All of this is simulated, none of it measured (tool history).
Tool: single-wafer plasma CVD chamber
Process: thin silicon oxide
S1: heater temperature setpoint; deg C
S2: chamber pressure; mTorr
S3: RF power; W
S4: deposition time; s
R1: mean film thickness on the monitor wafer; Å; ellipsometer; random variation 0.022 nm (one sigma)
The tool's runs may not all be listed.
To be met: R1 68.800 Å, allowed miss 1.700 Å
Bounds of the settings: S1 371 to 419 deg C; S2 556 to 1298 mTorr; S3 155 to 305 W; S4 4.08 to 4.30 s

Run 1, hour 0.0: S1 395 deg C, S2 927 mTorr, S3 230 W, S4 4.30 s. Result: R1 85.240 Å.
Run 2, hour 3.8: S1 395 deg C, S2 927 mTorr, S3 255 W, S4 4.30 s. Result: R1 89.722 Å.
Run 3, hour 9.0: S1 385 deg C, S2 927 mTorr, S3 255 W, S4 4.30 s. Result: R1 90.038 Å.
Run 4, hour 11.4: S1 385 deg C, S2 1068 mTorr, S3 255 W, S4 4.30 s. Result: R1 98.741 Å.
Run 5, hour 13.3: S1 385 deg C, S2 1153 mTorr, S3 255 W, S4 4.30 s. Result: R1 103.590 Å.
Run 6, hour 18.2: S1 385 deg C, S2 1078 mTorr, S3 250 W, S4 4.29 s. Result: R1 98.247 Å.
Run 7, hour 19.7: S1 385 deg C, S2 1011 mTorr, S3 245 W, S4 4.28 s. Result: R1 93.695 Å.
Run 8, hour 24.1: S1 385 deg C, S2 950 mTorr, S3 240 W, S4 4.27 s. Result: R1 88.569 Å.
Run 9, hour 30.6: S1 385 deg C, S2 901 mTorr, S3 240 W, S4 4.27 s. Result: R1 85.756 Å.
Run 10, hour 32.6: S1 385 deg C, S2 859 mTorr, S3 240 W, S4 4.27 s. Result: R1 82.125 Å.
Run 11, hour 38.5: S1 385 deg C, S2 828 mTorr, S3 240 W, S4 4.27 s. Result: R1 80.154 Å.
Run 12, hour 45.3: S1 385 deg C, S2 802 mTorr, S3 240 W, S4 4.27 s. Result: R1 78.126 Å.
Run 13, hour 54.1: S1 385 deg C, S2 802 mTorr, S3 240 W, S4 4.27 s. Result: R1 78.129 Å.
At hour 62.1: RF generator calibrated.
Run 14, hour 62.1: S1 385 deg C, S2 781 mTorr, S3 240 W, S4 4.27 s. Result: R1 78.789 Å.

Which of these 5 next moves meets every target?
Run A, hour 70.1: S1 381 deg C, S2 784 mTorr, S3 220 W, S4 4.08 s. Result: R1 ?.
Run B, hour 70.1: S1 384 deg C, S2 745 mTorr, S3 210 W, S4 4.12 s. Result: R1 ?.
Run C, hour 70.1: S1 385 deg C, S2 755 mTorr, S3 235 W, S4 4.13 s. Result: R1 ?.
Run D, hour 70.1: S1 384 deg C, S2 735 mTorr, S3 245 W, S4 4.08 s. Result: R1 ?.
Run E, hour 70.1: S1 387 deg C, S2 797 mTorr, S3 225 W, S4 4.08 s. Result: R1 ?.

move      R1
   A  72.532
   B  68.729
   C  73.147
   D  72.075
   E  73.982
A: nearer than the last run, and not there yet
B: meets every target
C: nearer than the last run, and not there yet
D: nearer than the last run, and not there yet
E: nearer than the last run, and not there yet
Move B is the one to make.

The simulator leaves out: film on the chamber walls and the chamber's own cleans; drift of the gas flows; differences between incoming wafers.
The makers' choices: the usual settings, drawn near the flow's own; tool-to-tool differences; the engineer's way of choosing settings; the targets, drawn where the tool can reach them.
